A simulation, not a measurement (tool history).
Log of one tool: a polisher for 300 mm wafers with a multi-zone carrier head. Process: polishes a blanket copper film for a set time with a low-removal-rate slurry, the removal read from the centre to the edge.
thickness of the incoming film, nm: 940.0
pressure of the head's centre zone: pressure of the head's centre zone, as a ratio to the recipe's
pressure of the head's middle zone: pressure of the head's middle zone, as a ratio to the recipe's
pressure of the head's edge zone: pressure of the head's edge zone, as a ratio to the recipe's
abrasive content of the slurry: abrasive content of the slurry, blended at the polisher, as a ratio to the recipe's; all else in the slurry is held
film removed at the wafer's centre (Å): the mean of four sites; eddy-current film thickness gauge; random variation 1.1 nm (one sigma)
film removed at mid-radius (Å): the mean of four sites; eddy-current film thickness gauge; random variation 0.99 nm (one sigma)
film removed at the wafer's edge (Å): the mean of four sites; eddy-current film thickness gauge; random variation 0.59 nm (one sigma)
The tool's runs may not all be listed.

run  hour  flow of slurry (ml/min)  pressure of the head's centre zone  pressure of the head's middle zone  pressure of the head's edge zone  abrasive content of the slurry  polishing time (s)  film removed at the wafer's centre (Å)  film removed at mid-radius (Å)  film removed at the wafer's edge (Å)
  1     0                      130                                   1                                   1                                 1                               1                  46                                  853.84                           833.6                                818.97
  2     6                      130                                   1                                1.06                                 1                               1                  46                                  826.68                             884                                816.76
  3  13.7                      130                                   1                                1.06                                 1                            1.15                  46                                  859.89                          887.87                                841.67
  4  21.1                      140                                0.99                                1.06                              1.02                            1.15                  46                                  882.52                          913.59                                848.43
  5  28.5                      140                                0.97                                1.06                              1.04                             1.2                  46                                  846.26                           912.6                                861.19
  6  31.6                      140                                 0.9                                1.06                              1.04                             1.2                  46                                  797.04                           901.8                                861.13
  7  37.6                      175                                0.93                                1.05                              1.13                            1.25                  46                                  875.11                          958.63                                931.58

Run 8 comes next. What will it give?
  8    39                      175                                0.93                                1.05                              1.14                            1.25                  46                                       ?                               ?                                     ?

Run 8 gave film removed at the wafer's centre (Å) 882.62, film removed at mid-radius (Å) 939.7, film removed at the wafer's edge (Å) 936.07.

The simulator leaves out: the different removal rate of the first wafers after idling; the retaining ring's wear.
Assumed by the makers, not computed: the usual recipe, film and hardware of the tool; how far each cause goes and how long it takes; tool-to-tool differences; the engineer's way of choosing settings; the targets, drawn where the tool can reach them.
